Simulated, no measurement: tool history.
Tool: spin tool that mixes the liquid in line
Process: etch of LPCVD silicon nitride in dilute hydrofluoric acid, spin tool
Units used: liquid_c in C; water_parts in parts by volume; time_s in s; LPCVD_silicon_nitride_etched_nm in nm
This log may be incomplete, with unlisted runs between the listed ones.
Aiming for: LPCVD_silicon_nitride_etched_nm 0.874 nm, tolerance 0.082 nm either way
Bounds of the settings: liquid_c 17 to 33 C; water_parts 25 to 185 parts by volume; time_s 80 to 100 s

run,hour,liquid_c,water_parts,time_s,LPCVD_silicon_nitride_etched_nm
1,0,25,105,100,0.57613
2,8,25.5,105,100,0.60293
3,13.9,25.5,135,100,0.48726
4,19.6,25.5,160,100,0.39064
5,27,26.5,155,100,0.4455
# hour 29.6: thermometer replaced
6,29.6,27,150,100,0.40504
7,37.6,26.5,140,100,0.42151
8,41.1,26,130,100,0.43118
9,42.7,25.5,115,100,0.4776

Exactly one of the 4 candidate moves below puts every result within its allowed miss. Which one?
A,44.3,28,75,100,?
B,44.3,24.5,45,100,?
C,44.3,28.5,65,100,?
D,44.3,24,45,100,?

move,LPCVD_silicon_nitride_etched_nm
A,0.84556
B,1.1103
C,1.0067
D,1.0735
A: all results land within tolerance of their targets
B: takes the biggest miss from the last run beyond its target
C: takes the biggest miss from the last run beyond its target
D: takes the biggest miss from the last run beyond its target
Move A is the one to make.
